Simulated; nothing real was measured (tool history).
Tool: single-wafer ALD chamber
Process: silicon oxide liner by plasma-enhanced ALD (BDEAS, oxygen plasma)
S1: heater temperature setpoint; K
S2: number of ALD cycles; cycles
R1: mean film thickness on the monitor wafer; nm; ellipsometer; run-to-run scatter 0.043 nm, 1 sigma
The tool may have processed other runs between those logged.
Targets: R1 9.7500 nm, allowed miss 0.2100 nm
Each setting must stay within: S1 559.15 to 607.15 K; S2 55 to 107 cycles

{"run": 1, "hour": 0.0, "S1": 583.15, "S2": 81, "R1": 7.9872}
{"run": 2, "hour": 5.2, "S1": 583.15, "S2": 84, "R1": 8.3516}
{"run": 3, "hour": 9.4, "S1": 574.15, "S2": 84, "R1": 8.3133}
{"run": 4, "hour": 13.0, "S1": 574.15, "S2": 86, "R1": 8.6235}
{"run": 5, "hour": 13.6, "S1": 574.15, "S2": 75, "R1": 7.5195}
{"run": 6, "hour": 14.1, "S1": 574.15, "S2": 65, "R1": 6.4576}
{"run": 7, "hour": 16.6, "S1": 571.15, "S2": 78, "R1": 7.8836}
{"run": 8, "hour": 21.4, "S1": 570.15, "S2": 81, "R1": 8.2399}
{"run": 9, "hour": 24.4, "S1": 569.15, "S2": 83, "R1": 8.4511}
{"run": 10, "hour": 27.8, "S1": 568.15, "S2": 85, "R1": 8.6247}
{"run": 11, "hour": 29.8, "S1": 568.15, "S2": 87, "R1": 8.8333}
{"run": 12, "hour": 38.3, "S1": 568.15, "S2": 88, "R1": 8.9569}

Which single option among these 5 for the next run brings every result within its allowed miss of target? Just one does.
{"run": "A", "hour": 46.8, "S1": 574.15, "S2": 97, "R1": "?"}
{"run": "B", "hour": 46.8, "S1": 568.15, "S2": 85, "R1": "?"}
{"run": "C", "hour": 46.8, "S1": 572.15, "S2": 101, "R1": "?"}
{"run": "D", "hour": 46.8, "S1": 565.15, "S2": 80, "R1": "?"}
{"run": "E", "hour": 46.8, "S1": 574.15, "S2": 84, "R1": "?"}

move=A R1=9.6307
move=B R1=8.5971
move=C R1=10.0720
move=D R1=8.1766
move=E R1=8.3400
A: all results in spec
B: further off than the last run
C: the result that was furthest off in the last run now lies on the other side of its target
D: further off than the last run
E: further off than the last run
Go with A: it meets all targets.
